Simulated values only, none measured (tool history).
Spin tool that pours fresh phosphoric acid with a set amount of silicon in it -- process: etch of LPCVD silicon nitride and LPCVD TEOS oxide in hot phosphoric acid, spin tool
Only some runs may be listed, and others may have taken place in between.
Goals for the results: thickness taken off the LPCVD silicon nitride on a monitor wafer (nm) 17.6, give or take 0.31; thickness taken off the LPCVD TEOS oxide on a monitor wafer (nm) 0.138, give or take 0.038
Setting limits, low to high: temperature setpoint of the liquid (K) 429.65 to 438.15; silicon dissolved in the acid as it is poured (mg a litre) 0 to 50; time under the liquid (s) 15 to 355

run,hour,temperature setpoint of the liquid (K),silicon dissolved in the acid as it is poured (mg a litre),time under the liquid (s),thickness taken off the LPCVD silicon nitride on a monitor wafer (nm),thickness taken off the LPCVD TEOS oxide on a monitor wafer (nm)
1,0,433.15,24.5,180,17.245,0.38197
2,2.6,433.15,28,180,17.266,0.38621
3,11.6,432.65,31,185,17.361,0.31351
4,13.7,432.65,33.5,185,17.463,0.34081
5,18,432.15,36,190,17.626,0.24682
6,25,432.15,38,190,17.551,0.21372
7,27.9,432.15,39.5,190,17.611,0.21041
8,29.4,432.15,41,190,17.654,0.18073
9,32.2,432.15,41,190,17.724,0.16113
10,35.8,432.15,41.5,190,17.568,0.17923

Which of these 5 next moves meets every target?
A,39.4,434.65,28,170,?,?
B,39.4,432.15,26.5,190,?,?
C,39.4,431.15,46.5,195,?,?
D,39.4,432.15,36,190,?,?
E,39.4,433.15,27.5,190,?,?

move,thickness taken off the LPCVD silicon nitride on a monitor wafer (nm),thickness taken off the LPCVD TEOS oxide on a monitor wafer (nm)
A,17.01,0.36469
B,17.482,0.35756
C,17.346,0.12488
D,17.482,0.23837
E,18.081,0.37161
A: further off than the last run
B: further off than the last run
C: every result lands within tolerance
D: further off than the last run
E: further off than the last run
The move that meets every target is C.
